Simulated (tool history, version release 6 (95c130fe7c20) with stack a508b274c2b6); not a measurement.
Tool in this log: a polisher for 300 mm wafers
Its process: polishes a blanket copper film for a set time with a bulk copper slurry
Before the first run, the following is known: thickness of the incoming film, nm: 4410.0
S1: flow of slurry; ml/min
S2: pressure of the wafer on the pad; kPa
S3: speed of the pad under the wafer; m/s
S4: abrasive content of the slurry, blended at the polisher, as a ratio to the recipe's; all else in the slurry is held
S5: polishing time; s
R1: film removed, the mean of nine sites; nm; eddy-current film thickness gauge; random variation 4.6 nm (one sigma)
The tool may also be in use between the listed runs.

{"run": 1, "hour": 0.0, "S1": 295, "S2": 19.3, "S3": 0.92, "S4": 1.0, "S5": 110, "R1": 769.42}
{"run": 2, "hour": 6.1, "S1": 295, "S2": 18.6, "S3": 0.92, "S4": 1.0, "S5": 110, "R1": 746.81}
{"run": 3, "hour": 15.0, "S1": 295, "S2": 18.6, "S3": 1.02, "S4": 1.0, "S5": 110, "R1": 820.39}
{"run": 4, "hour": 24.0, "S1": 295, "S2": 23.4, "S3": 1.02, "S4": 1.0, "S5": 110, "R1": 1031.2}
{"run": 5, "hour": 25.2, "S1": 295, "S2": 22.1, "S3": 1.02, "S4": 1.0, "S5": 110, "R1": 964.4}
{"run": 6, "hour": 27.7, "S1": 295, "S2": 20.7, "S3": 1.02, "S4": 1.0, "S5": 110, "R1": 908.99}
{"run": 7, "hour": 30.4, "S1": 295, "S2": 20.0, "S3": 1.02, "S4": 1.0, "S5": 110, "R1": 879.37}
{"run": 8, "hour": 37.2, "S1": 295, "S2": 19.3, "S3": 1.02, "S4": 1.0, "S5": 110, "R1": 841.16}
{"run": 9, "hour": 38.0, "S1": 295, "S2": 18.6, "S3": 1.02, "S4": 1.0, "S5": 110, "R1": 813.67}
{"run": 10, "hour": 41.6, "S1": 295, "S2": 17.9, "S3": 1.02, "S4": 1.0, "S5": 110, "R1": 802.39}
{"run": 11, "hour": 46.2, "S1": 295, "S2": 17.2, "S3": 1.02, "S4": 1.0, "S5": 110, "R1": 762.45}
{"run": 12, "hour": 51.2, "S1": 295, "S2": 16.5, "S3": 1.02, "S4": 1.0, "S5": 110, "R1": 735.82}

Expected results for the next run?
{"run": 13, "hour": 54.3, "S1": 295, "S2": 15.9, "S3": 1.02, "S4": 1.0, "S5": 110, "R1": "?"}

{"run 13": {"R1": 700.6}}
